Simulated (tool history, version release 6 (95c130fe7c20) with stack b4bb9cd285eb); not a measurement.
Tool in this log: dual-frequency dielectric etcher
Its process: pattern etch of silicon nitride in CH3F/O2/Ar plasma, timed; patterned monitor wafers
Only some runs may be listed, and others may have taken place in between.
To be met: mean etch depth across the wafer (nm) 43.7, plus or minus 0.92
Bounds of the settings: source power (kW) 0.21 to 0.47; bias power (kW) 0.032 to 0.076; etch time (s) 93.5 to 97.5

run	hour	source power (kW)	bias power (kW)	etch time (s)	mean etch depth across the wafer (nm)
1	0	0.34	0.054	93.5	49.258
2	0.9	0.34	0.054	97.5	51.415
3	2.4	0.37	0.054	97.5	53.249
4	8.9	0.4	0.054	97.5	54.791
5	13.6	0.38	0.052	97.5	53.054
6	20.1	0.36	0.051	97.5	51.648
7	21.9	0.34	0.05	97.5	50.333
8	26	0.33	0.049	97.5	49.73
9	30.1	0.32	0.048	97.5	49.091
10	31.5	0.31	0.047	97.5	47.84
11	35.7	0.3	0.047	97.5	46.745

5 candidate next runs follow, results not yet known. Just one meets every target within its allowed miss. Identify it.
A	39.9	0.31	0.038	93.5	?
B	39.9	0.3	0.046	95	?
C	39.9	0.31	0.046	94.5	?
D	39.9	0.3	0.048	94.5	?
E	39.9	0.3	0.05	95.5	?

move	mean etch depth across the wafer (nm)
A	43.852
B	45.757
C	46.102
D	45.943
E	46.856
A: every result within its allowed miss
B: gains on the last run, yet a result remains outside its allowed miss
C: gains on the last run, yet a result remains outside its allowed miss
D: gains on the last run, yet a result remains outside its allowed miss
E: neither nearer nor further off than the last run
Correct choice: A, which meets every target

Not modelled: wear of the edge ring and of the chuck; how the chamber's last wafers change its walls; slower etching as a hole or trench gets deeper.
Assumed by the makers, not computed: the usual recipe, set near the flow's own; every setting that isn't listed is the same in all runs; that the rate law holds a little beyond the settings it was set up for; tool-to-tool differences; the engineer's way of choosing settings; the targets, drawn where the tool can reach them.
